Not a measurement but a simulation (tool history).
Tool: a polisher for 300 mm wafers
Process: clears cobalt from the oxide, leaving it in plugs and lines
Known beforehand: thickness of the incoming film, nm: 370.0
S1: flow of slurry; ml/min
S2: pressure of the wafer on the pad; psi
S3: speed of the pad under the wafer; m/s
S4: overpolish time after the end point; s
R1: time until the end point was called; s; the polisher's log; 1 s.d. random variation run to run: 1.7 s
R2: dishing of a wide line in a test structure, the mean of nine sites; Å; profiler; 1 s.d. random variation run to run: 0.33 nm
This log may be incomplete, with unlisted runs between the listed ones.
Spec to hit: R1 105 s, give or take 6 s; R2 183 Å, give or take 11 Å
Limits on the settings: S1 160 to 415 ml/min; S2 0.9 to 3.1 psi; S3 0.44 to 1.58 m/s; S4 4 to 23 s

{"run": 1, "hour": 0.0, "S1": 265, "S2": 2, "S3": 1, "S4": 12, "R1": 83.075, "R2": 331.33}
{"run": 2, "hour": 6.0, "S1": 265, "S2": 1.9, "S3": 1, "S4": 10, "R1": 86.814, "R2": 282.14}
{"run": 3, "hour": 8.7, "S1": 265, "S2": 1.8, "S3": 1, "S4": 9, "R1": 92.439, "R2": 256.59}
{"run": 4, "hour": 10.3, "S1": 265, "S2": 1.8, "S3": 0.78, "S4": 9, "R1": 111.1, "R2": 219.36}
{"run": 5, "hour": 13.5, "S1": 330, "S2": 1.8, "S3": 0.78, "S4": 9, "R1": 109.37, "R2": 225.45}
{"run": 6, "hour": 18.2, "S1": 330, "S2": 2.3, "S3": 0.78, "S4": 9, "R1": 84.854, "R2": 260.67}
{"run": 7, "hour": 23.2, "S1": 330, "S2": 2.2, "S3": 0.76, "S4": 8, "R1": 91.64, "R2": 233.25}
{"run": 8, "hour": 27.5, "S1": 330, "S2": 2.1, "S3": 0.76, "S4": 7, "R1": 95.596, "R2": 195.63}

4 candidate next runs follow, results not yet known. Just one meets every target within its allowed miss. Identify it.
{"run": "A", "hour": 31.8, "S1": 320, "S2": 2.2, "S3": 0.76, "S4": 6, "R1": "?", "R2": "?"}
{"run": "B", "hour": 31.8, "S1": 375, "S2": 2.5, "S3": 0.48, "S4": 7, "R1": "?", "R2": "?"}
{"run": "C", "hour": 31.8, "S1": 395, "S2": 2, "S3": 0.78, "S4": 8, "R1": "?", "R2": "?"}
{"run": "D", "hour": 31.8, "S1": 325, "S2": 1.9, "S3": 0.64, "S4": 9, "R1": "?", "R2": "?"}

move=A R1=92.38 R2=188.98
move=B R1=108.56 R2=187.94
move=C R1=97.578 R2=228.72
move=D R1=118.35 R2=215.43
A: the biggest miss grows against the last run
B: each result inside its tolerance
C: the biggest miss grows against the last run
D: the result that was furthest off in the last run now lies on the other side of its target
The right move is B.

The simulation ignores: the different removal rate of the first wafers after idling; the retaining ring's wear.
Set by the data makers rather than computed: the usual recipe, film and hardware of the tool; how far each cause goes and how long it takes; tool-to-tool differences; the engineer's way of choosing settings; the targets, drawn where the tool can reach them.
